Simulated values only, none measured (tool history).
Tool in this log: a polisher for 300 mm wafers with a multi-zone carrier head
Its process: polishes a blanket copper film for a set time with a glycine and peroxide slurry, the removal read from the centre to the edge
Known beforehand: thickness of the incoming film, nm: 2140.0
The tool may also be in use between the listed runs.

run,day,flow of slurry (ml/min),pressure of the head's centre zone,pressure of the head's middle zone,pressure of the head's edge zone,polishing time (s),film removed at the wafer's centre (Å),film removed at mid-radius (Å),film removed at the wafer's edge (Å)
1,0.000,270,1.00,1.00,1.00,80,3007.0,3119.3,3064.9
2,0.292,265,0.97,0.96,0.97,67,2478.5,2444.9,2521.3
3,0.492,300,0.97,0.96,0.97,67,2451.9,2507.1,2655.5
4,0.662,275,0.93,0.95,0.94,60,2185.3,2210.4,2298.7
5,0.821,270,0.90,0.95,0.92,55,1913.6,2041.4,2100.5
6,0.979,270,0.94,0.95,0.92,55,1998.3,2002.4,2066.1
7,1.012,260,0.91,0.93,0.89,54,1879.7,1927.0,1964.1
8,1.242,245,0.89,0.91,0.88,54,1791.4,1943.0,1988.1
9,1.467,245,0.89,0.91,0.88,54,1785.9,1900.9,2018.5
10,1.654,240,0.90,0.91,0.86,53,1789.8,1872.8,1921.0
11,1.683,235,0.90,0.90,0.84,52,1770.5,1791.3,1879.2

What will run 12 give?
12,1.792,225,0.87,0.91,0.81,49,?,?,?

film removed at the wafer's centre (Å): 1589.0
film removed at mid-radius (Å): 1700.6
film removed at the wafer's edge (Å): 1733.4
